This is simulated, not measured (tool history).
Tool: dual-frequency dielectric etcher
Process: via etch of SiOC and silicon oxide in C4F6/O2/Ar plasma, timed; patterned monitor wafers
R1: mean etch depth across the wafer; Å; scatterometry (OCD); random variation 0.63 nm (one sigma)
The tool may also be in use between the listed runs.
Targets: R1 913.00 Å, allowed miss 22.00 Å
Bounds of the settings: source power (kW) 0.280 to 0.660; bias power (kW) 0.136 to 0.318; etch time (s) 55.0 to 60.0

run 1 day=0.000 | source_power_(kW)=0.470 bias_power_(kW)=0.227 etch_time_(s)=60.0 | R1=795.33
run 2 day=0.238 | source_power_(kW)=0.470 bias_power_(kW)=0.212 etch_time_(s)=60.0 | R1=764.78
run 3 day=0.358 | source_power_(kW)=0.470 bias_power_(kW)=0.212 etch_time_(s)=55.0 | R1=711.70
run 4 day=0.717 | source_power_(kW)=0.470 bias_power_(kW)=0.249 etch_time_(s)=55.0 | R1=757.54
run 5 day=0.767 | source_power_(kW)=0.470 bias_power_(kW)=0.277 etch_time_(s)=55.0 | R1=792.41
run 6 day=0.808 | source_power_(kW)=0.440 bias_power_(kW)=0.277 etch_time_(s)=55.0 | R1=775.34
run 7 day=1.050 | source_power_(kW)=0.490 bias_power_(kW)=0.285 etch_time_(s)=55.0 | R1=817.22
-- day=1.408 wet clean of the chamber
run 8 day=1.408 | source_power_(kW)=0.590 bias_power_(kW)=0.303 etch_time_(s)=55.5 | R1=884.95

Which of these 5 next moves meets every target?
run A day=1.767 | source_power_(kW)=0.570 bias_power_(kW)=0.314 etch_time_(s)=60.0 | R1=?
run B day=1.767 | source_power_(kW)=0.620 bias_power_(kW)=0.318 etch_time_(s)=60.0 | R1=?
run C day=1.767 | source_power_(kW)=0.590 bias_power_(kW)=0.298 etch_time_(s)=57.5 | R1=?
run D day=1.767 | source_power_(kW)=0.620 bias_power_(kW)=0.298 etch_time_(s)=55.0 | R1=?
run E day=1.767 | source_power_(kW)=0.560 bias_power_(kW)=0.276 etch_time_(s)=58.0 | R1=?

move=A R1=948.12
move=B R1=981.37
move=C R1=898.68
move=D R1=874.50
move=E R1=860.87
A: takes the result that was furthest off past its target
B: takes the result that was furthest off past its target
C: meets every target
D: further off than the last run
E: further off than the last run
The right move is C.
